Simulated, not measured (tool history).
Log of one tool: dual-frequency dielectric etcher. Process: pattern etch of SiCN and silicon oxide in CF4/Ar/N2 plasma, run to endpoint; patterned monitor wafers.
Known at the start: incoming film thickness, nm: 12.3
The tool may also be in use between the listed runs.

| run | hour | source power (W) | bias power (W) | Ar flow (sccm) | CF4 flow (sccm) | endpoint time (s) |
|---|---|---|---|---|---|---|
| 1 | 0 | 430 | 52 | 131 | 42 | 21.033 |
| 2 | 6.4 | 430 | 44 | 131 | 42 | 22.4 |
| 3 | 12.7 | 430 | 44 | 143 | 42 | 23 |
| 4 | 17.1 | 450 | 44 | 143 | 42 | 22.635 |
| 5 | 24.7 | 480 | 45 | 143 | 42 | 21.767 |
| 6 | 28.8 | 500 | 46 | 142 | 42 | 20.691 |

The next listed run, before its measurement:
| 7 | 35.1 | 520 | 46 | 142 | 42 | ? |

{"run 7": {"endpoint time (s)": 20.063}}

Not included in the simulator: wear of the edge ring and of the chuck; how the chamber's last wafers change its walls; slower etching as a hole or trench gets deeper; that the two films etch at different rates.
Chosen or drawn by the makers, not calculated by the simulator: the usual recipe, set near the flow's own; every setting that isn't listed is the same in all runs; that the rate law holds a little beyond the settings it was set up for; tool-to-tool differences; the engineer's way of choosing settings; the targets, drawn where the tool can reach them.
